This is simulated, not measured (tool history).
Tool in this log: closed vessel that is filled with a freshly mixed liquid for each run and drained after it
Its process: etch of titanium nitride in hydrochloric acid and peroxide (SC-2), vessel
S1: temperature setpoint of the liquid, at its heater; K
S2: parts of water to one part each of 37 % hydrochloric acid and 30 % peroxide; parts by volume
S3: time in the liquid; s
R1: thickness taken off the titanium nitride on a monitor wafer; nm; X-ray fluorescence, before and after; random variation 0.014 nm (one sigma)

run	hour	S1	S2	S3	R1
1	0	331.15	7.5	75	4.9097
2	8.1	331.15	9	75	4.1772
3	9.4	328.15	9	75	3.4193
4	14.2	328.15	9	75	3.4824
5	21.2	333.65	9	75	4.9515
6	25.6	330.65	9	75	4.1162
7	29.6	328.15	9	75	3.471
8	36.9	326.15	9	75	3.0394
9	41.4	324.65	9	75	2.7246
10	50.7	323.15	9	75	2.51
11	59	322.15	9	75	2.3243
12	67.5	321.15	9	75	2.1855
13	76.1	320.65	9	75	2.1489

Estimate the outcome of run 14 from the log above:
14	81.9	320.15	9	75	?

R1: 2.0248 nm

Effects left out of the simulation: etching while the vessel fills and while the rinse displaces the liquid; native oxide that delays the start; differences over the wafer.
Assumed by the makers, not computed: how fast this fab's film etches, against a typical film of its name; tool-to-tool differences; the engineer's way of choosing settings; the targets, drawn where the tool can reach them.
